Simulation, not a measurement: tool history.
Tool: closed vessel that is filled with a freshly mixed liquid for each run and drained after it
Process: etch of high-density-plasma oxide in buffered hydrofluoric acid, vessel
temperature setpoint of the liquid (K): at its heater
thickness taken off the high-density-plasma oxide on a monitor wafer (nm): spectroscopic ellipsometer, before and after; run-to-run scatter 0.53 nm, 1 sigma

run  hour  temperature setpoint of the liquid (K)  parts of 40 % ammonium fluoride to one part of 49 % hydrofluoric acid (parts by volume)  time in the liquid (s)  thickness taken off the high-density-plasma oxide on a monitor wafer (nm)
  1     0                                  294.15                                                                                        9                      30                                                                     31.644
  2   7.7                                  291.65                                                                                        9                      30                                                                     27.652
  3  10.9                                  293.65                                                                                      8.5                      30                                                                      32.08
  4  16.3                                  295.15                                                                                        8                      30                                                                     35.892
  5  18.7                                  297.15                                                                                        8                      30                                                                     39.975
  6  22.6                                  297.15                                                                                        8                      30                                                                      41.03

Estimate the outcome of run 7 from the log above:
  7  28.8                                  298.15                                                                                        8                      30                                                                          ?

Run 7 yielded thickness taken off the high-density-plasma oxide on a monitor wafer (nm) 42.863.
